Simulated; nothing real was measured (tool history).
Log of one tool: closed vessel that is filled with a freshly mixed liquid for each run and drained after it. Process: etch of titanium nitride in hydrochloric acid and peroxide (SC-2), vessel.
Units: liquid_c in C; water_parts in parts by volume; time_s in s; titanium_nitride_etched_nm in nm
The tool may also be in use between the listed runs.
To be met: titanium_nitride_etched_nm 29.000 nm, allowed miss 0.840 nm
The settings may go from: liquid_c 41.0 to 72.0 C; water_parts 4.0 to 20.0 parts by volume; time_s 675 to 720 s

| run | hour | liquid_c | water_parts | time_s | titanium_nitride_etched_nm |
|---|---|---|---|---|---|
| 1 | 0.0 | 57.0 | 11.0 | 675 | 12.959 |
| 2 | 1.9 | 61.0 | 11.0 | 675 | 16.707 |
| 3 | 5.1 | 61.0 | 12.5 | 675 | 14.901 |
| 4 | 9.1 | 64.0 | 12.5 | 675 | 18.069 |
| 5 | 13.4 | 64.0 | 14.5 | 675 | 15.865 |
| 6 | 21.9 | 66.5 | 14.0 | 675 | 18.901 |
| 7 | 30.2 | 68.0 | 13.5 | 675 | 21.466 |
| 8 | 35.1 | 69.0 | 13.5 | 675 | 22.681 |
| 9 | 37.0 | 70.0 | 13.0 | 675 | 24.989 |
| 10 | 44.7 | 70.5 | 13.0 | 675 | 25.786 |
| 11 | 52.9 | 71.0 | 13.0 | 675 | 26.576 |
| 12 | 58.0 | 71.5 | 13.0 | 675 | 27.283 |

Which of these 4 next moves meets every target?
| A | 63.1 | 70.5 | 15.0 | 710 | ? |
| B | 63.1 | 66.5 | 10.5 | 675 | ? |
| C | 63.1 | 72.0 | 14.5 | 720 | ? |
| D | 63.1 | 67.5 | 10.0 | 720 | ? |

| move | titanium_nitride_etched_nm |
|---|---|
| A | 23.788 |
| B | 24.228 |
| C | 27.141 |
| D | 28.589 |
A: further off than the last run
B: further off than the last run
C: further off than the last run
D: meets every target
Move D is the one to make.

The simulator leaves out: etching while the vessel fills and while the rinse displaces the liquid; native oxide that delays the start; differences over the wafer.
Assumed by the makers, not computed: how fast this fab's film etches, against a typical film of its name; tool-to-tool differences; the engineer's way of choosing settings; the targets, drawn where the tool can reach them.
